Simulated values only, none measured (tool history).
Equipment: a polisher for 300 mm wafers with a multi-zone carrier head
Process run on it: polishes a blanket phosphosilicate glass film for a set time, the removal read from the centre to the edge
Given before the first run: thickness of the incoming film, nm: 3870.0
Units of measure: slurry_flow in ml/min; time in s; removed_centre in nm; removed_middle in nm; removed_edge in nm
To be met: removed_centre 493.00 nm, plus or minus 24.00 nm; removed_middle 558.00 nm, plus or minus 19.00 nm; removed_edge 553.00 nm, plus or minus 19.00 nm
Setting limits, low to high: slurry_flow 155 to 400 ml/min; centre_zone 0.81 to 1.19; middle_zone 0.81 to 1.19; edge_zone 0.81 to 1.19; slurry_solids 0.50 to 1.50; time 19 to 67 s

{"run": 1, "hour": 0.0, "slurry_flow": 255, "centre_zone": 1.0, "middle_zone": 1.0, "edge_zone": 1.0, "slurry_solids": 1.0, "time": 43, "removed_centre": 361.53, "removed_middle": 364.49, "removed_edge": 384.95}
{"run": 2, "hour": 0.9, "slurry_flow": 255, "centre_zone": 0.96, "middle_zone": 1.0, "edge_zone": 1.0, "slurry_solids": 1.0, "time": 43, "removed_centre": 350.04, "removed_middle": 360.21, "removed_edge": 385.38}
{"run": 3, "hour": 3.7, "slurry_flow": 260, "centre_zone": 0.97, "middle_zone": 1.02, "edge_zone": 1.02, "slurry_solids": 1.05, "time": 43, "removed_centre": 360.52, "removed_middle": 378.58, "removed_edge": 393.77}
{"run": 4, "hour": 8.8, "slurry_flow": 260, "centre_zone": 0.97, "middle_zone": 1.02, "edge_zone": 1.1, "slurry_solids": 1.05, "time": 43, "removed_centre": 359.6, "removed_middle": 375.81, "removed_edge": 403.14}
{"run": 5, "hour": 10.0, "slurry_flow": 260, "centre_zone": 0.97, "middle_zone": 1.03, "edge_zone": 1.1, "slurry_solids": 1.1, "time": 44, "removed_centre": 363.65, "removed_middle": 406.96, "removed_edge": 426.72}
{"run": 6, "hour": 11.4, "slurry_flow": 265, "centre_zone": 0.99, "middle_zone": 1.03, "edge_zone": 1.1, "slurry_solids": 1.15, "time": 44, "removed_centre": 382.2, "removed_middle": 408.11, "removed_edge": 431.65}
{"run": 7, "hour": 18.4, "slurry_flow": 265, "centre_zone": 1.0, "middle_zone": 1.04, "edge_zone": 1.1, "slurry_solids": 1.2, "time": 45, "removed_centre": 408.81, "removed_middle": 428.0, "removed_edge": 453.38}
{"run": 8, "hour": 25.9, "slurry_flow": 265, "centre_zone": 1.0, "middle_zone": 1.05, "edge_zone": 1.1, "slurry_solids": 1.25, "time": 45, "removed_centre": 411.45, "removed_middle": 435.38, "removed_edge": 460.15}
{"run": 9, "hour": 34.2, "slurry_flow": 270, "centre_zone": 1.0, "middle_zone": 1.06, "edge_zone": 1.1, "slurry_solids": 1.3, "time": 45, "removed_centre": 424.65, "removed_middle": 435.66, "removed_edge": 464.28}
{"run": 10, "hour": 39.8, "slurry_flow": 270, "centre_zone": 1.0, "middle_zone": 1.08, "edge_zone": 1.1, "slurry_solids": 1.3, "time": 46, "removed_centre": 444.06, "removed_middle": 474.38, "removed_edge": 473.1}
{"hour": 42.7, "done": "slurry nozzle cleaned"}
{"run": 11, "hour": 42.7, "slurry_flow": 270, "centre_zone": 1.0, "middle_zone": 1.08, "edge_zone": 1.11, "slurry_solids": 1.35, "time": 46, "removed_centre": 470.81, "removed_middle": 503.21, "removed_edge": 510.53}
{"run": 12, "hour": 45.3, "slurry_flow": 265, "centre_zone": 0.98, "middle_zone": 1.09, "edge_zone": 1.12, "slurry_solids": 1.4, "time": 46, "removed_centre": 473.69, "removed_middle": 512.42, "removed_edge": 514.51}
{"run": 13, "hour": 53.5, "slurry_flow": 265, "centre_zone": 0.97, "middle_zone": 1.09, "edge_zone": 1.13, "slurry_solids": 1.4, "time": 46, "removed_centre": 473.2, "removed_middle": 523.37, "removed_edge": 530.94}
{"run": 14, "hour": 60.6, "slurry_flow": 265, "centre_zone": 0.96, "middle_zone": 1.1, "edge_zone": 1.13, "slurry_solids": 1.45, "time": 46, "removed_centre": 457.13, "removed_middle": 528.27, "removed_edge": 523.13}
{"run": 15, "hour": 69.6, "slurry_flow": 265, "centre_zone": 0.96, "middle_zone": 1.1, "edge_zone": 1.14, "slurry_solids": 1.45, "time": 46, "removed_centre": 471.15, "removed_middle": 522.25, "removed_edge": 526.6}

Below are 4 possible settings for the next run. Only one of them brings all results inside the allowed miss of their targets. Which is it?
{"run": "A", "hour": 78.6, "slurry_flow": 250, "centre_zone": 0.88, "middle_zone": 1.12, "edge_zone": 1.12, "slurry_solids": 1.4, "time": 46, "removed_centre": "?", "removed_middle": "?", "removed_edge": "?"}
{"run": "B", "hour": 78.6, "slurry_flow": 240, "centre_zone": 0.89, "middle_zone": 1.16, "edge_zone": 1.06, "slurry_solids": 1.4, "time": 47, "removed_centre": "?", "removed_middle": "?", "removed_edge": "?"}
{"run": "C", "hour": 78.6, "slurry_flow": 260, "centre_zone": 0.98, "middle_zone": 1.13, "edge_zone": 1.17, "slurry_solids": 1.45, "time": 48, "removed_centre": "?", "removed_middle": "?", "removed_edge": "?"}
{"run": "D", "hour": 78.6, "slurry_flow": 170, "centre_zone": 0.96, "middle_zone": 1.11, "edge_zone": 1.08, "slurry_solids": 1.4, "time": 48, "removed_centre": "?", "removed_middle": "?", "removed_edge": "?"}

move=A removed_centre=431.83 removed_middle=533.11 removed_edge=520.99
move=B removed_centre=442.87 removed_middle=558.40 removed_edge=515.37
move=C removed_centre=502.13 removed_middle=569.88 removed_edge=564.81
move=D removed_centre=451.77 removed_middle=517.97 removed_edge=509.24
A: moves away from the targets compared with the last run
B: brings the last run's worst result on target, with another outside its allowed miss
C: hits every target within its allowed miss
D: moves away from the targets compared with the last run
Correct choice: C, which meets every target

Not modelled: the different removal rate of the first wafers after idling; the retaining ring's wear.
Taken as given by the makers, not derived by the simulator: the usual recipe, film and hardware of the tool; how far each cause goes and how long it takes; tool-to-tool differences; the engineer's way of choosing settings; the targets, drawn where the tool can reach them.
